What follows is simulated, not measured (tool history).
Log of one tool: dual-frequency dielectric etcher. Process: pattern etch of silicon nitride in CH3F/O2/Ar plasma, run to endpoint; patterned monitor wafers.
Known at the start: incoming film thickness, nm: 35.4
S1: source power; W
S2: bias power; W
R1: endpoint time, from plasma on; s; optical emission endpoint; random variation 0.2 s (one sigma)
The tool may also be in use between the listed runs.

run  hour   S1  S2      R1
  1   0.0  430  52  53.886
  2   0.8  420  52  54.521
  3   1.8  410  52  55.500
  4   6.8  410  59  52.710
  5  13.2  410  63  51.207
  6  20.6  410  57  52.875
  7  28.1  400  57  53.918
  8  29.3  390  57  54.532
  9  32.8  380  57  55.132
 10  38.9  370  57  55.369

Forecast run 11:
 11  42.3  360  57   ?

R1: 56.127 s
